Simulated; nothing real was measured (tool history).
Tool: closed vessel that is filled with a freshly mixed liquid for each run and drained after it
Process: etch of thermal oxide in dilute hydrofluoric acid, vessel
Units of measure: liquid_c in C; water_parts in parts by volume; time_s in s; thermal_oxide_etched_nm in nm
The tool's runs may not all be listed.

{"run": 1, "hour": 0.0, "liquid_c": 21, "water_parts": 50, "time_s": 365, "thermal_oxide_etched_nm": 32.242}
{"run": 2, "hour": 3.4, "liquid_c": 21, "water_parts": 50, "time_s": 390, "thermal_oxide_etched_nm": 34.437}
{"run": 3, "hour": 7.4, "liquid_c": 21, "water_parts": 40, "time_s": 390, "thermal_oxide_etched_nm": 42.904}
{"run": 4, "hour": 10.4, "liquid_c": 22.5, "water_parts": 40, "time_s": 390, "thermal_oxide_etched_nm": 46.323}
{"run": 5, "hour": 17.3, "liquid_c": 22.5, "water_parts": 40, "time_s": 365, "thermal_oxide_etched_nm": 42.934}
{"run": 6, "hour": 24.6, "liquid_c": 22.5, "water_parts": 50, "time_s": 365, "thermal_oxide_etched_nm": 34.209}
{"run": 7, "hour": 33.9, "liquid_c": 24, "water_parts": 50, "time_s": 365, "thermal_oxide_etched_nm": 35.794}
{"run": 8, "hour": 35.2, "liquid_c": 25.5, "water_parts": 45, "time_s": 365, "thermal_oxide_etched_nm": 43.065}
{"run": 9, "hour": 44.0, "liquid_c": 26.5, "water_parts": 45, "time_s": 365, "thermal_oxide_etched_nm": 45.512}
{"run": 10, "hour": 44.9, "liquid_c": 27, "water_parts": 45, "time_s": 365, "thermal_oxide_etched_nm": 45.955}
{"run": 11, "hour": 49.3, "liquid_c": 27.5, "water_parts": 45, "time_s": 365, "thermal_oxide_etched_nm": 46.567}
{"run": 12, "hour": 56.5, "liquid_c": 29, "water_parts": 40, "time_s": 365, "thermal_oxide_etched_nm": 56.225}

Run 13 is up next; what results do you expect?
{"run": 13, "hour": 64.6, "liquid_c": 28.5, "water_parts": 40, "time_s": 365, "thermal_oxide_etched_nm": "?"}

Run 13 came out at thermal_oxide_etched_nm 55.575 nm.
